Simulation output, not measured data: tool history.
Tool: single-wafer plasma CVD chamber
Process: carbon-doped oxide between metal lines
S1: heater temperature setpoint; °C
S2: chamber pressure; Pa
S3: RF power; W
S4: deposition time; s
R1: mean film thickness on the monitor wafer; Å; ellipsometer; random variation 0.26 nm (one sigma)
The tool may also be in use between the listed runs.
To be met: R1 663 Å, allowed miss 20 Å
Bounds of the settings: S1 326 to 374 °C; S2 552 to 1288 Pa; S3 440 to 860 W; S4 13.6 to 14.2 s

| run | hour | S1 | S2 | S3 | S4 | R1 |
|---|---|---|---|---|---|---|
| 1 | 0 | 350 | 920 | 650 | 14.2 | 775.31 |
| 2 | 1.9 | 344 | 920 | 650 | 14.2 | 791.1 |
| 3 | 9.2 | 344 | 920 | 690 | 14.2 | 824.41 |
| 4 | 12.2 | 344 | 920 | 690 | 13.6 | 791.87 |
| 5 | 16.5 | 347 | 904 | 650 | 13.6 | 743.22 |
| 6 | 23 | 356 | 904 | 650 | 13.6 | 735.07 |
|  | 31.2 | capacitance manometer re-zeroed and calibrated |
| 7 | 31.2 | 357 | 892 | 625 | 13.6 | 703.59 |
| 8 | 35.7 | 358 | 876 | 615 | 13.6 | 686.71 |

4 next moves are on the table. One of them brings every result within its allowed miss. Which?
| A | 40.2 | 345 | 817 | 625 | 13.6 | ? |
| B | 40.2 | 362 | 1020 | 635 | 13.6 | ? |
| C | 40.2 | 358 | 799 | 620 | 14.2 | ? |
| D | 40.2 | 358 | 751 | 610 | 13.6 | ? |

| move | R1 |
|---|---|
| A | 719.69 |
| B | 709.86 |
| C | 718.95 |
| D | 674.6 |
A: further off than the last run
B: further off than the last run
C: further off than the last run
D: meets every target
The right move is D.

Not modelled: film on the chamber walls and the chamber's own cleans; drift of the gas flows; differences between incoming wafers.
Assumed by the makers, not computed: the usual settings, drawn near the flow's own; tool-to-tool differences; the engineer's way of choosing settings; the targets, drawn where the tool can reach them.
